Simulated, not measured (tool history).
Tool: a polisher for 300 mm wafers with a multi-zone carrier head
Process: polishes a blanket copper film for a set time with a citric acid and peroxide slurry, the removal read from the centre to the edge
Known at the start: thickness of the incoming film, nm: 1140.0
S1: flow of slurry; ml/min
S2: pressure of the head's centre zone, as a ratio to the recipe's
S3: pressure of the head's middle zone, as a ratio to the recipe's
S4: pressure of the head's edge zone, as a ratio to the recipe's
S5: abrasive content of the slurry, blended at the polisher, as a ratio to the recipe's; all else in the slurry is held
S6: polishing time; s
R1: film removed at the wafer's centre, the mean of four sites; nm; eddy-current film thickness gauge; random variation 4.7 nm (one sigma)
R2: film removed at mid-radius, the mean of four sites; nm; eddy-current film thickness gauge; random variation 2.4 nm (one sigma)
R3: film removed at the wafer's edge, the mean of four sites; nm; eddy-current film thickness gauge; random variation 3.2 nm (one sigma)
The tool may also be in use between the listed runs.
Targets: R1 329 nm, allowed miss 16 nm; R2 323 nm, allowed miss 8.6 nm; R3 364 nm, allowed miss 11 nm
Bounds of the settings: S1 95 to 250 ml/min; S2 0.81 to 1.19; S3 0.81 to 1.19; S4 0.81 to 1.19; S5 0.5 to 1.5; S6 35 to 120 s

{"run": 1, "hour": 0.0, "S1": 160, "S2": 1, "S3": 1, "S4": 1, "S5": 1, "S6": 77, "R1": 282.48, "R2": 283.95, "R3": 290.76}
{"run": 2, "hour": 4.4, "S1": 160, "S2": 1, "S3": 1, "S4": 0.94, "S5": 1, "S6": 77, "R1": 282.53, "R2": 283.67, "R3": 286.7}
{"run": 3, "hour": 8.8, "S1": 170, "S2": 0.99, "S3": 0.98, "S4": 0.98, "S5": 1.15, "S6": 78, "R1": 301.58, "R2": 296.81, "R3": 302.45}
{"run": 4, "hour": 11.3, "S1": 170, "S2": 0.99, "S3": 0.98, "S4": 0.98, "S5": 1.05, "S6": 78, "R1": 286.34, "R2": 286.06, "R3": 295.56}
{"run": 5, "hour": 14.3, "S1": 170, "S2": 0.99, "S3": 0.98, "S4": 0.95, "S5": 1.05, "S6": 78, "R1": 284.54, "R2": 290.89, "R3": 294.94}
{"run": 6, "hour": 16.9, "S1": 175, "S2": 0.97, "S3": 0.96, "S4": 1, "S5": 1.15, "S6": 80, "R1": 291.06, "R2": 297.07, "R3": 315.17}
{"run": 7, "hour": 24.4, "S1": 180, "S2": 0.97, "S3": 0.96, "S4": 1.04, "S5": 1.2, "S6": 81, "R1": 303.88, "R2": 304.94, "R3": 334.21}
{"run": 8, "hour": 31.2, "S1": 190, "S2": 0.97, "S3": 0.96, "S4": 1.06, "S5": 1.2, "S6": 81, "R1": 298.62, "R2": 304.85, "R3": 329.15}
{"run": 9, "hour": 32.6, "S1": 190, "S2": 0.97, "S3": 0.96, "S4": 1.06, "S5": 1.2, "S6": 81, "R1": 303.89, "R2": 310.35, "R3": 326.37}
{"run": 10, "hour": 33.2, "S1": 180, "S2": 0.97, "S3": 0.96, "S4": 1.06, "S5": 1.3, "S6": 81, "R1": 315.82, "R2": 309.78, "R3": 333.67}
{"run": 11, "hour": 37.1, "S1": 180, "S2": 0.97, "S3": 0.96, "S4": 1.06, "S5": 1.3, "S6": 81, "R1": 308.54, "R2": 308.93, "R3": 336}
{"run": 12, "hour": 39.6, "S1": 180, "S2": 0.97, "S3": 0.96, "S4": 1.08, "S5": 1.35, "S6": 81, "R1": 314.26, "R2": 311.74, "R3": 336.44}
{"run": 13, "hour": 44.5, "S1": 205, "S2": 0.93, "S3": 0.92, "S4": 1.18, "S5": 1.45, "S6": 84, "R1": 307.08, "R2": 322.85, "R3": 380.06}
{"run": 14, "hour": 50.8, "S1": 205, "S2": 0.94, "S3": 0.92, "S4": 1.17, "S5": 1.45, "S6": 84, "R1": 318.97, "R2": 327.44, "R3": 374.37}

Which of these 4 next moves meets every target?
{"run": "A", "hour": 57.1, "S1": 195, "S2": 0.93, "S3": 1.04, "S4": 1.19, "S5": 1.4, "S6": 79, "R1": "?", "R2": "?", "R3": "?"}
{"run": "B", "hour": 57.1, "S1": 220, "S2": 0.88, "S3": 0.9, "S4": 1.18, "S5": 1.45, "S6": 88, "R1": "?", "R2": "?", "R3": "?"}
{"run": "C", "hour": 57.1, "S1": 235, "S2": 0.98, "S3": 0.95, "S4": 1.18, "S5": 1.3, "S6": 82, "R1": "?", "R2": "?", "R3": "?"}
{"run": "D", "hour": 57.1, "S1": 195, "S2": 0.86, "S3": 0.93, "S4": 1.19, "S5": 1.45, "S6": 86, "R1": "?", "R2": "?", "R3": "?"}

move=A R1=289.38 R2=330.07 R3=357.63
move=B R1=311.27 R2=332.38 R3=404.36
move=C R1=318.16 R2=318.32 R3=369.5
move=D R1=293.13 R2=329.68 R3=392.89
A: brings the result that was furthest off to its target, and leaves another outside
B: further off than the last run
C: meets every target
D: further off than the last run
Answer: C
